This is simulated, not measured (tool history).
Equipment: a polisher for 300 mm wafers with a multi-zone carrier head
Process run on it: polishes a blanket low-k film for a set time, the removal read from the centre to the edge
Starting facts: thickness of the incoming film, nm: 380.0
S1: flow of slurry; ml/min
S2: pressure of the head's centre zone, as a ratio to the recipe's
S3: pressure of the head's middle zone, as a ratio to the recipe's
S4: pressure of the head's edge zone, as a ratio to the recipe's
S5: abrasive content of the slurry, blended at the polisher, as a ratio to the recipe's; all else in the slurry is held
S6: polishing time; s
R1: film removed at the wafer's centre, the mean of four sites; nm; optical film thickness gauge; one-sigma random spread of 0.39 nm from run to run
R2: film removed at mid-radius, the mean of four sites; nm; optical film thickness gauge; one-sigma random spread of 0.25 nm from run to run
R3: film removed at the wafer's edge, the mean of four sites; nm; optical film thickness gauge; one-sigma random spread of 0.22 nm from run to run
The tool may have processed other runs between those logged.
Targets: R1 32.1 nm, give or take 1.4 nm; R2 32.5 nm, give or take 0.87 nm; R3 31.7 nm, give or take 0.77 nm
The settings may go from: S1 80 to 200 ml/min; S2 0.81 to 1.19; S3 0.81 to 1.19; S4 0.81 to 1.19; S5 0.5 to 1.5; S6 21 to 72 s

{"run": 1, "hour": 0.0, "S1": 130, "S2": 1, "S3": 1, "S4": 1, "S5": 1, "S6": 46, "R1": 26.097, "R2": 26.91, "R3": 27.15}
{"run": 2, "hour": 7.6, "S1": 130, "S2": 1.04, "S3": 1, "S4": 1, "S5": 1, "S6": 46, "R1": 27.37, "R2": 26.702, "R3": 26.863}
{"run": 3, "hour": 12.5, "S1": 130, "S2": 0.97, "S3": 1, "S4": 1, "S5": 1, "S6": 46, "R1": 25.798, "R2": 26.247, "R3": 27.274}
{"run": 4, "hour": 15.0, "S1": 135, "S2": 0.98, "S3": 1.01, "S4": 1.01, "S5": 1, "S6": 46, "R1": 26.201, "R2": 26.954, "R3": 26.913}
{"run": 5, "hour": 22.3, "S1": 135, "S2": 0.98, "S3": 1.01, "S4": 1.01, "S5": 1.05, "S6": 46, "R1": 26.276, "R2": 27.648, "R3": 28.005}
{"run": 6, "hour": 27.4, "S1": 135, "S2": 0.91, "S3": 1.01, "S4": 1.01, "S5": 1.05, "S6": 46, "R1": 25.199, "R2": 27.783, "R3": 27.287}
{"run": 7, "hour": 36.0, "S1": 140, "S2": 0.93, "S3": 1.01, "S4": 1.02, "S5": 1.05, "S6": 46, "R1": 25.622, "R2": 27.607, "R3": 28.221}
{"run": 8, "hour": 41.5, "S1": 145, "S2": 0.95, "S3": 1.02, "S4": 1.02, "S5": 1.05, "S6": 46, "R1": 25.91, "R2": 28.481, "R3": 27.616}
{"run": 9, "hour": 50.3, "S1": 150, "S2": 0.97, "S3": 1.02, "S4": 1.03, "S5": 1.05, "S6": 46, "R1": 27.214, "R2": 28.232, "R3": 28.605}
{"run": 10, "hour": 53.2, "S1": 155, "S2": 0.98, "S3": 1.03, "S4": 1.04, "S5": 1.05, "S6": 46, "R1": 27.507, "R2": 28.75, "R3": 28.22}
{"run": 11, "hour": 58.9, "S1": 160, "S2": 0.99, "S3": 1.03, "S4": 1.05, "S5": 1.05, "S6": 46, "R1": 27.392, "R2": 28.846, "R3": 29.022}
{"run": 12, "hour": 64.6, "S1": 165, "S2": 1, "S3": 1.04, "S4": 1.05, "S5": 1.05, "S6": 46, "R1": 28.062, "R2": 29.23, "R3": 28.916}
{"run": 13, "hour": 73.5, "S1": 165, "S2": 1.01, "S3": 1.05, "S4": 1.06, "S5": 1.05, "S6": 46, "R1": 28.494, "R2": 29.669, "R3": 28.902}
{"run": 14, "hour": 77.0, "S1": 165, "S2": 1.02, "S3": 1.05, "S4": 1.07, "S5": 1.05, "S6": 46, "R1": 28.552, "R2": 29.558, "R3": 29.293}
{"run": 15, "hour": 83.9, "S1": 165, "S2": 1.02, "S3": 1.05, "S4": 1.07, "S5": 1.05, "S6": 46, "R1": 28.889, "R2": 29.586, "R3": 29.149}

Pick the move, out of 5, that brings all results within their allowed miss; only one does.
{"run": "A", "hour": 90.8, "S1": 180, "S2": 1.02, "S3": 1.03, "S4": 1.02, "S5": 1, "S6": 52, "R1": "?", "R2": "?", "R3": "?"}
{"run": "B", "hour": 90.8, "S1": 175, "S2": 1, "S3": 0.97, "S4": 1.01, "S5": 1, "S6": 52, "R1": "?", "R2": "?", "R3": "?"}
{"run": "C", "hour": 90.8, "S1": 155, "S2": 1.15, "S3": 0.94, "S4": 1.06, "S5": 1.1, "S6": 47, "R1": "?", "R2": "?", "R3": "?"}
{"run": "D", "hour": 90.8, "S1": 165, "S2": 0.81, "S3": 0.81, "S4": 1.17, "S5": 1.25, "S6": 47, "R1": "?", "R2": "?", "R3": "?"}
{"run": "E", "hour": 90.8, "S1": 170, "S2": 1.04, "S3": 1.14, "S4": 0.92, "S5": 1, "S6": 45, "R1": "?", "R2": "?", "R3": "?"}

move=A R1=32.292 R2=33.01 R3=32.084
move=B R1=31.494 R2=31.254 R3=31.86
move=C R1=33.294 R2=28.006 R3=30.209
move=D R1=24.787 R2=26.287 R3=33.624
move=E R1=28.248 R2=30.892 R3=26.234
A: hits every target within its allowed miss
B: closes in on the targets versus the last run, not all within tolerance yet
C: its largest miss is bigger than the last run's
D: its largest miss is bigger than the last run's
E: its largest miss is bigger than the last run's
Correct choice: A, which meets every target
